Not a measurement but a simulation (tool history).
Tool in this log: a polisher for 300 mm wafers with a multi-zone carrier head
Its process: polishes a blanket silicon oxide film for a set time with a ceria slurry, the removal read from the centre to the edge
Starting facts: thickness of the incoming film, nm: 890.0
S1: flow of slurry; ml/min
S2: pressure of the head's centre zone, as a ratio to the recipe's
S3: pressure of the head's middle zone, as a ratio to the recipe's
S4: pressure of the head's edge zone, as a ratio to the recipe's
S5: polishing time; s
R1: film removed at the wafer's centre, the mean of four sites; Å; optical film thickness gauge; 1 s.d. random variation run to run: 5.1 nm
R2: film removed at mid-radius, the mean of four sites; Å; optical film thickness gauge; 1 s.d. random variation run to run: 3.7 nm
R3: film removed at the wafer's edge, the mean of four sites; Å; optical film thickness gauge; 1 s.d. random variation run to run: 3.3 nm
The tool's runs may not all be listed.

Run 1, day 0: S1 150 ml/min, S2 1, S3 1, S4 1, S5 64 s. Result: R1 3027.3 Å, R2 3129.2 Å, R3 2966.7 Å.
Run 2, day 0.229: S1 150 ml/min, S2 0.95, S3 1, S4 1, S5 64 s. Result: R1 2873.4 Å, R2 3110.1 Å, R3 2968.2 Å.
Run 3, day 0.421: S1 160 ml/min, S2 0.98, S3 1.02, S4 1.02, S5 67 s. Result: R1 3189 Å, R2 3360.6 Å, R3 3192.8 Å.
Run 4, day 0.483: S1 170 ml/min, S2 1, S3 1.05, S4 1.03, S5 69 s. Result: R1 3378.4 Å, R2 3585.6 Å, R3 3303.4 Å.
Run 5, day 0.762: S1 175 ml/min, S2 1.02, S3 1.07, S4 1.05, S5 71 s. Result: R1 3592.9 Å, R2 3710.3 Å, R3 3472.9 Å.
Run 6, day 0.904: S1 180 ml/min, S2 1.03, S3 1.09, S4 1.05, S5 73 s. Result: R1 3749.7 Å, R2 3969.6 Å, R3 3558.1 Å.
Run 7, day 1.183: S1 185 ml/min, S2 1.04, S3 1.1, S4 1.07, S5 75 s. Result: R1 3939.2 Å, R2 4153 Å, R3 3724.3 Å.
Run 8, day 1.433: S1 190 ml/min, S2 1.05, S3 1.11, S4 1.08, S5 76 s. Result: R1 3897.7 Å, R2 4271.7 Å, R3 3756.8 Å.
Run 9, day 1.779: S1 190 ml/min, S2 1.07, S3 1.11, S4 1.08, S5 78 s. Result: R1 4250.6 Å, R2 4307.5 Å, R3 3852.3 Å.
Run 10, day 2.154: S1 195 ml/min, S2 1.08, S3 1.12, S4 1.09, S5 79 s. Result: R1 4282.8 Å, R2 4405.5 Å, R3 3982 Å.
Run 11, day 2.179: S1 200 ml/min, S2 1.09, S3 1.13, S4 1.1, S5 80 s. Result: R1 4506.6 Å, R2 4542.8 Å, R3 3988.2 Å.

What will run 12 give?
At day 2.3: edge zone pressure recalibrated.
Run 12, day 2.3: S1 200 ml/min, S2 1.09, S3 1.13, S4 1.11, S5 81 s. Result: R1 ?, R2 ?, R3 ?.

{"run 12": {"R1": 4457.5, "R2": 4568.6, "R3": 4242.2}}

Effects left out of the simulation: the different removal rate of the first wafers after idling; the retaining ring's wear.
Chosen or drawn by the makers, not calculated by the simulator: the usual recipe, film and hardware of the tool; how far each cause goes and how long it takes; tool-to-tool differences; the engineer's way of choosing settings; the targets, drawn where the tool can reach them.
